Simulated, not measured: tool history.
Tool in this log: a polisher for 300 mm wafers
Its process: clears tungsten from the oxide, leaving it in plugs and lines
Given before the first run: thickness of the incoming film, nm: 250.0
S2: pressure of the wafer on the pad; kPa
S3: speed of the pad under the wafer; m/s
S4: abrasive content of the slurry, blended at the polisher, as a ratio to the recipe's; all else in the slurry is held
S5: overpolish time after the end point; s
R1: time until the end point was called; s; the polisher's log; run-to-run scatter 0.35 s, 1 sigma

{"run": 1, "hour": 0.0, "flow of slurry (ml/min)": 190, "S2": 29, "S3": 1.36, "S4": 1, "S5": 4, "R1": 29.612}
{"run": 2, "hour": 3.8, "flow of slurry (ml/min)": 190, "S2": 24.8, "S3": 1.36, "S4": 1, "S5": 4, "R1": 34.798}
{"run": 3, "hour": 8.9, "flow of slurry (ml/min)": 190, "S2": 24.8, "S3": 1.36, "S4": 0.8, "S5": 4, "R1": 37.602}
{"run": 4, "hour": 17.6, "flow of slurry (ml/min)": 190, "S2": 20, "S3": 1.36, "S4": 0.8, "S5": 4, "R1": 46.35}
{"run": 5, "hour": 21.6, "flow of slurry (ml/min)": 170, "S2": 20, "S3": 1.36, "S4": 0.8, "S5": 4, "R1": 46.06}
{"run": 6, "hour": 23.7, "flow of slurry (ml/min)": 145, "S2": 20, "S3": 1.36, "S4": 0.8, "S5": 4, "R1": 47.494}

What will run 7 give?
{"run": 7, "hour": 32.2, "flow of slurry (ml/min)": 145, "S2": 22.1, "S3": 1.38, "S4": 0.8, "S5": 4, "R1": "?"}

R1: 40.958 s
